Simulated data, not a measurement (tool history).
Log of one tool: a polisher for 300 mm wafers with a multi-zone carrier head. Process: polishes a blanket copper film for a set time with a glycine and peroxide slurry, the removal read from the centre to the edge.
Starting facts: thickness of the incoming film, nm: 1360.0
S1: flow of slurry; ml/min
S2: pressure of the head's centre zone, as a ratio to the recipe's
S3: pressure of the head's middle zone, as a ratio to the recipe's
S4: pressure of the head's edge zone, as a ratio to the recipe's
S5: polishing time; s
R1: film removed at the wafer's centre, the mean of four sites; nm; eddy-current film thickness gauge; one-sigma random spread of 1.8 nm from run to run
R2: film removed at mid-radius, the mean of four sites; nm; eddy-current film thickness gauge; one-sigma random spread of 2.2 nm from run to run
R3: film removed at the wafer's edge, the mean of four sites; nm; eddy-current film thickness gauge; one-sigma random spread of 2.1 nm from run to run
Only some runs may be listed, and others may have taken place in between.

run	hour	S1	S2	S3	S4	S5	R1	R2	R3
1	0	190	1	1	1	53	286.97	283.79	295.92
2	4.9	185	1.01	0.97	1.01	53	288.68	276.61	295.03
3	8.6	180	1.01	0.94	1.03	53	287.23	265.17	294.6
4	15.1	180	1.01	0.92	1.04	53	286.52	262.33	295.03
5	19	180	1.01	0.9	1.05	53	284.27	254.93	295.69
6	24.3	180	1.01	0.9	1.05	63	341.43	304.3	351.74
7	32.8	170	1.01	0.88	1.04	62	330.27	287.54	346.22
8	38.7	175	1.01	0.87	1.02	61	330.21	289.12	335.13
9	39.6	165	1.01	0.86	1.02	60	319.09	274.34	328.72
10	43.7	125	0.98	0.81	0.92	59	274.36	232.22	290.3
# hour 49.6: slurry nozzle cleaned
11	49.6	130	0.98	0.81	0.92	59	301.19	254.45	311.76

Run 12, settings as shown, results not yet in. Your forecast:
12	58.3	125	0.98	0.81	0.92	59	?	?	?

{"run 12": {"R1": 299.53, "R2": 259.28, "R3": 305.12}}
